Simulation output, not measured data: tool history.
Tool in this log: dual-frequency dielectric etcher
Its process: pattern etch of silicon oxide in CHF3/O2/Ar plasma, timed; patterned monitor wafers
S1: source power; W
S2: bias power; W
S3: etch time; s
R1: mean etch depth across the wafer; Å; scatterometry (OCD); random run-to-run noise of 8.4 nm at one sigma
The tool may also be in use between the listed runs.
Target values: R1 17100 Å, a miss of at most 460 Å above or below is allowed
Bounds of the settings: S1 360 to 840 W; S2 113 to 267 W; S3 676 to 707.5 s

run,hour,S1,S2,S3,R1
1,0,600,190,676,13772
2,8,640,201,680.5,14562
3,16.3,680,208,683,15101
4,19.8,710,214,685.5,15617
5,27.2,710,191,685.5,14728
6,35.9,730,201,688.5,15276
7,41,740,209,691,15718
8,46.6,750,215,693,16037
9,52.1,760,219,694.5,16392
10,55.4,770,221,695,16400
11,62.6,780,224,696,16575

4 next moves are on the table. One of them brings every result within its allowed miss. Which?
A,69.8,780,206,707.5,?
B,69.8,750,233,701.5,?
C,69.8,800,213,697,?
D,69.8,830,208,678.5,?

move,R1
A,16270
B,16948
C,16426
D,15983
A: misses by more than the last run did
B: in spec on every target
C: misses by more than the last run did
D: misses by more than the last run did
B meets every target.

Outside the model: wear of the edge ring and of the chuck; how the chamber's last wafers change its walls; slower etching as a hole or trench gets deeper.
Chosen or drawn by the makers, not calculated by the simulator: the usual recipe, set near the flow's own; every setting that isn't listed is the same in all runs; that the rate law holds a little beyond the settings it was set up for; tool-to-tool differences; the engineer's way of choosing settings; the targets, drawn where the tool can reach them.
